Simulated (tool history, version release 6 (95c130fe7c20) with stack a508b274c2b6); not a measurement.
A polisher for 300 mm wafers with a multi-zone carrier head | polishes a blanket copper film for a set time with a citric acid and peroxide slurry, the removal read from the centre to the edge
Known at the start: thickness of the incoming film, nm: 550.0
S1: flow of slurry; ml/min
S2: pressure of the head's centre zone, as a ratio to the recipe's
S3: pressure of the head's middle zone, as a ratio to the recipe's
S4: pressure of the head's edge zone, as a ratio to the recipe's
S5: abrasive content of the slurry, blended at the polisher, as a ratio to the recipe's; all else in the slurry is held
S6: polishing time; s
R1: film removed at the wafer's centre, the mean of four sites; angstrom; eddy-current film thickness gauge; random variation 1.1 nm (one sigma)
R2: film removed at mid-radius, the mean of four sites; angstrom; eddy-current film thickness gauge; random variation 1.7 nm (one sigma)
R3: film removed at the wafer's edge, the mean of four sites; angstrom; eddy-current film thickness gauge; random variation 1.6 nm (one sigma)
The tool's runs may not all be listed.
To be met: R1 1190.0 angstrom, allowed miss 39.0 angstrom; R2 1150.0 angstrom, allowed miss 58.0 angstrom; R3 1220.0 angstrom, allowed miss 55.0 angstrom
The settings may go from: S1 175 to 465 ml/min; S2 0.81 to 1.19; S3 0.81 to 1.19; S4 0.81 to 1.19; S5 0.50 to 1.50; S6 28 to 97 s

run  hour   S1    S2    S3    S4    S5  S6      R1      R2      R3
  1   0.0  295  1.00  1.00  1.00  1.00  62  1678.5  1699.8  1670.6
  2   8.4  295  1.00  1.00  1.00  1.15  62  1733.4  1782.5  1722.7
  3  10.2  295  1.00  1.00  1.00  1.15  78  2162.2  2211.3  2212.4
  4  17.0  320  1.00  1.00  1.00  1.15  78  2107.0  2183.1  2220.1
  5  19.1  255  1.00  1.00  1.00  1.15  78  2055.1  2245.7  2215.8
  6  27.6  330  1.00  1.00  1.00  1.15  78  2145.5  2235.6  2216.9
  7  31.9  335  0.96  0.96  0.98  0.95  68  1740.3  1815.3  1828.8
  8  35.0  310  0.92  0.86  0.91  0.70  50  1131.3  1145.6  1231.8

4 next moves are on the table. One of them brings every result within its allowed miss. Which?
  A  38.1  225  0.86  0.86  1.00  0.55  55   ?   ?   ?
  B  38.1  270  0.86  0.87  1.00  0.60  53   ?   ?   ?
  C  38.1  275  1.02  0.92  1.01  0.60  50   ?   ?   ?
  D  38.1  335  0.84  0.85  0.97  0.65  50   ?   ?   ?

move      R1      R2      R3
   A  1067.4  1115.3  1273.9
   B  1078.2  1132.0  1275.2
   C  1177.3  1110.5  1210.1
   D  1041.9  1095.9  1228.8
A: further off than the last run
B: further off than the last run
C: meets every target
D: further off than the last run
Move C is the one to make.
